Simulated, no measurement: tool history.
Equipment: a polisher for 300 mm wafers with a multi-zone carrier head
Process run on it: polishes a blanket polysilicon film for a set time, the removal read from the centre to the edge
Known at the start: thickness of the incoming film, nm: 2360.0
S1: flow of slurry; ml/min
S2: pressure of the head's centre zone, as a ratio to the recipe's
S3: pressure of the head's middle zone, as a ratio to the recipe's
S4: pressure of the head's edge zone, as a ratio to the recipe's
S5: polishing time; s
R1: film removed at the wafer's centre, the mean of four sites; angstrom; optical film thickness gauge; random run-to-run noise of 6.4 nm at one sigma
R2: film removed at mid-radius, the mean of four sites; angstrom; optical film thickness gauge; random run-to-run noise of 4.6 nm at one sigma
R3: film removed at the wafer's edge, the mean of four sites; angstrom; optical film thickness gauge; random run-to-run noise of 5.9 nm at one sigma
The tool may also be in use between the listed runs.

run    day   S1    S2    S3    S4  S5      R1      R2      R3
  1  0.000  275  1.00  1.00  1.00  55  4952.9  5166.5  5002.5
  2  0.229  275  1.00  1.04  1.00  55  5074.5  5364.3  4991.0
  3  0.562  275  1.00  0.98  1.00  55  5007.1  5085.6  5003.1
  4  0.633  275  1.00  0.98  1.00  67  6022.7  6243.1  6088.7
  5  0.871  275  1.08  0.98  1.00  67  6684.2  6201.5  6045.6
  6  1.175  285  1.07  0.98  1.04  68  6627.4  6270.5  6328.2

Run 7 is up next; what results do you expect?
  7  1.521  295  1.07  0.99  1.07  69   ?   ?   ?

R1: 6872.0 angstrom
R2: 6485.2 angstrom
R3: 6602.0 angstrom
